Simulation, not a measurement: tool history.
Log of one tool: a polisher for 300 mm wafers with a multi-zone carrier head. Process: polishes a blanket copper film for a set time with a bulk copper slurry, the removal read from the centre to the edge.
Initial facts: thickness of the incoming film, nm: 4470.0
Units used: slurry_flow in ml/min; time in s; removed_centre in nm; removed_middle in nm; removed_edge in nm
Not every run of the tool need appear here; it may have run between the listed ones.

run 1 hour=0 | slurry_flow=170 centre_zone=1 middle_zone=1 edge_zone=1 slurry_solids=1 time=71 | removed_centre=353.63 removed_middle=327.54 removed_edge=326.57
run 2 hour=5.2 | slurry_flow=165 centre_zone=0.99 middle_zone=1 edge_zone=0.98 slurry_solids=1 time=71 | removed_centre=349.72 removed_middle=327 removed_edge=322.96
run 3 hour=9.7 | slurry_flow=140 centre_zone=0.99 middle_zone=1 edge_zone=0.98 slurry_solids=1 time=71 | removed_centre=340.75 removed_middle=315.63 removed_edge=320.95
run 4 hour=12.1 | slurry_flow=160 centre_zone=0.99 middle_zone=1 edge_zone=0.98 slurry_solids=1 time=71 | removed_centre=347.12 removed_middle=321.98 removed_edge=324.26
run 5 hour=13.1 | slurry_flow=155 centre_zone=0.98 middle_zone=1 edge_zone=0.96 slurry_solids=0.95 time=71 | removed_centre=335.14 removed_middle=316.24 removed_edge=316.83
-- hour=15.3 centre zone pressure recalibrated
run 6 hour=15.3 | slurry_flow=155 centre_zone=0.98 middle_zone=1 edge_zone=0.96 slurry_solids=1.1 time=71 | removed_centre=330.45 removed_middle=332.44 removed_edge=326.48

Estimate the outcome of run 7 from the log above:
run 7 hour=16.4 | slurry_flow=110 centre_zone=0.96 middle_zone=0.97 edge_zone=0.86 slurry_solids=0.95 time=70 | removed_centre=? removed_middle=? removed_edge=?

Run 7 produced removed_centre 288.61 nm, removed_middle 286.62 nm, removed_edge 286.11 nm.

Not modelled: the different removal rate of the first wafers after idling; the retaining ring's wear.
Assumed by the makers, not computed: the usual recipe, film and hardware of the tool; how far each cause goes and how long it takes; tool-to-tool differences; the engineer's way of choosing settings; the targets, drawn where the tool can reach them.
